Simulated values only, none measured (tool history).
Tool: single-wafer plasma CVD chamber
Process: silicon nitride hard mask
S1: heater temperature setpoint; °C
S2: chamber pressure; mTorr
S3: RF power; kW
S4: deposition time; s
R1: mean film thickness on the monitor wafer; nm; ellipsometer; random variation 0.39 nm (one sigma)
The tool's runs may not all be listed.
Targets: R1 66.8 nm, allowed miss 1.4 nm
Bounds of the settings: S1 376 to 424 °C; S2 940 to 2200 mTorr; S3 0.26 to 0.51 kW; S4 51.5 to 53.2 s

| run | hour | S1 | S2 | S3 | S4 | R1 |
|---|---|---|---|---|---|---|
| 1 | 0 | 400 | 1570 | 0.385 | 51.5 | 73.947 |
| 2 | 1.7 | 395 | 1570 | 0.385 | 51.5 | 73.865 |
| 3 | 7.2 | 395 | 1510 | 0.38 | 51.5 | 72.694 |
| 4 | 12.2 | 395 | 1460 | 0.375 | 51.5 | 71.227 |
| 5 | 13 | 395 | 1420 | 0.375 | 51.5 | 69.856 |
| 6 | 21.4 | 395 | 1400 | 0.375 | 51.5 | 69.618 |
|  | 28.1 | thermocouple changed; heater temperature recalibrated |
| 7 | 28.1 | 395 | 1400 | 0.375 | 51.5 | 70.022 |
| 8 | 34.6 | 395 | 1370 | 0.375 | 51.5 | 69.694 |
| 9 | 35.8 | 395 | 1350 | 0.375 | 51.5 | 69.124 |
| 10 | 39.4 | 395 | 1200 | 0.37 | 51.5 | 64.83 |
| 11 | 47.3 | 395 | 1210 | 0.37 | 51.5 | 65.208 |

Which of these 5 next moves meets every target?
| A | 55.2 | 392 | 1130 | 0.37 | 51.5 | ? |
| B | 55.2 | 401 | 1200 | 0.345 | 53.2 | ? |
| C | 55.2 | 404 | 1270 | 0.36 | 53.1 | ? |
| D | 55.2 | 398 | 1520 | 0.325 | 51.5 | ? |
| E | 55.2 | 394 | 1250 | 0.35 | 51.5 | ? |

| move | R1 |
|---|---|
| A | 62.737 |
| B | 62.778 |
| C | 66.309 |
| D | 63.551 |
| E | 62.726 |
A: further off than the last run
B: further off than the last run
C: meets every target
D: further off than the last run
E: further off than the last run
Answer: C
